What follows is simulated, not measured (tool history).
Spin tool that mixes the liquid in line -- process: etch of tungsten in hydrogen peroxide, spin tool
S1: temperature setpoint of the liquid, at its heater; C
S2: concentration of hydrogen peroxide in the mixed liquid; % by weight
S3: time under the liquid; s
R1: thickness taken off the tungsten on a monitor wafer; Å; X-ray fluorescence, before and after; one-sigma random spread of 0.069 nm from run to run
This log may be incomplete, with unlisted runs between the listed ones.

run  hour  S1    S2  S3      R1
  1   0.0  43  19.0  50  547.07
  2   7.0  43  21.0  50  576.89
  3  10.4  43  19.5  50  554.25
  4  17.8  43  16.0  50  501.44
  5  23.9  42  15.5  50  464.14
  6  31.1  41  15.0  50  431.77

Estimate the outcome of run 7 from the log above:
     35.4  -- thermometer replaced
  7  35.4  33  12.0  50   ?

{"run 7": {"R1": 203.97}}
